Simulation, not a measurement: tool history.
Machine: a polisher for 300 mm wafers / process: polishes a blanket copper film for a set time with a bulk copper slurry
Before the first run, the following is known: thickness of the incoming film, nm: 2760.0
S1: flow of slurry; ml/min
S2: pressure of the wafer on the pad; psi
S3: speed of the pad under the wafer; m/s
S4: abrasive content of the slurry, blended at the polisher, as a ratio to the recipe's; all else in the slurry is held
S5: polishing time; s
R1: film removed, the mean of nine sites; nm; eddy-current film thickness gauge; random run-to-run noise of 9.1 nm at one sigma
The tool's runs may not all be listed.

| run | hour | S1 | S2 | S3 | S4 | S5 | R1 |
|---|---|---|---|---|---|---|---|
| 1 | 0 | 270 | 2.7 | 1.2 | 1 | 53 | 573.48 |
| 2 | 4.9 | 270 | 2.7 | 1.02 | 1 | 53 | 497.63 |
| 3 | 8.4 | 270 | 2.7 | 0.9 | 1 | 53 | 455.9 |
| 4 | 11.2 | 245 | 2.7 | 0.9 | 1 | 53 | 435.61 |
| 5 | 16.5 | 245 | 2.5 | 0.9 | 1 | 53 | 420.04 |
| 6 | 23.1 | 250 | 2.8 | 0.92 | 1 | 53 | 465.52 |
| 7 | 29.2 | 255 | 3 | 0.92 | 1 | 53 | 496.21 |
| 8 | 30.6 | 260 | 3.2 | 0.92 | 1 | 53 | 523.12 |
| 9 | 33.4 | 265 | 3.4 | 0.92 | 1 | 53 | 554.79 |
| 10 | 40 | 270 | 3.5 | 0.92 | 1 | 53 | 571.31 |
| 11 | 47.2 | 270 | 3.6 | 0.92 | 1 | 53 | 577.57 |
| 12 | 49.8 | 270 | 3.7 | 0.94 | 1 | 53 | 601.89 |
| 13 | 53.7 | 270 | 3.8 | 0.96 | 1 | 53 | 630.58 |
| 14 | 58.8 | 270 | 3.9 | 0.96 | 1 | 53 | 636.91 |
| 15 | 64.9 | 275 | 3.9 | 0.98 | 1 | 53 | 629.11 |

Estimate the outcome of run 16 from the log above:
| 16 | 70.2 | 275 | 3.9 | 1 | 1 | 53 | ? |

{"run 16": {"R1": 659.4}}
